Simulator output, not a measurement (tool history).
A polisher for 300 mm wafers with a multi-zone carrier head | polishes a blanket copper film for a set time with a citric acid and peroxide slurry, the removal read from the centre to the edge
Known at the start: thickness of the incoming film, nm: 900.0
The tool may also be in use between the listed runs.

run  hour  flow of slurry (ml/min)  pressure of the head's centre zone  pressure of the head's middle zone  pressure of the head's edge zone  abrasive content of the slurry  polishing time (s)  film removed at the wafer's centre (angstrom)  film removed at mid-radius (angstrom)  film removed at the wafer's edge (angstrom)
  1   0.0                      250                                1.00                                1.00                              1.00                            1.00                  82                                         2463.0                                 2441.7                                       2521.5
  2   2.8                      250                                1.00                                1.00                              0.97                            1.00                  82                                         2438.3                                 2485.6                                       2441.2
  3  11.5                      240                                1.01                                1.00                              0.93                            1.00                  82                                         2456.7                                 2486.5                                       2433.5
  4  12.8                      250                                1.02                                1.02                              0.90                            0.90                  81                                         2385.1                                 2472.3                                       2317.0
     19.3  -- slurry nozzle cleaned
  5  19.3                      250                                1.02                                1.02                              0.90                            0.90                 101                                         3147.4                                 3167.7                                       2956.7
  6  26.1                      265                                1.03                                1.03                              0.88                            0.80                  95                                         2918.3                                 2914.7                                       2620.8
  7  31.2                      275                                0.96                                1.03                              0.82                            0.55                  86                                         2199.5                                 2334.1                                       2105.5
  8  33.2                      290                                0.97                                1.04                              0.82                            0.55                  86                                         2204.5                                 2402.1                                       2057.1
  9  40.3                      295                                1.02                                1.04                              0.86                            0.65                  87                                         2462.9                                 2530.4                                       2254.9

Run 10, settings as shown, results not yet in. Your forecast:
 10  48.7                      295                                1.02                                1.04                              0.86                            0.65                  87                                              ?                                      ?                                            ?

{"run 10": {"film removed at the wafer's centre (angstrom)": 2494.7, "film removed at mid-radius (angstrom)": 2567.8, "film removed at the wafer's edge (angstrom)": 2259.2}}

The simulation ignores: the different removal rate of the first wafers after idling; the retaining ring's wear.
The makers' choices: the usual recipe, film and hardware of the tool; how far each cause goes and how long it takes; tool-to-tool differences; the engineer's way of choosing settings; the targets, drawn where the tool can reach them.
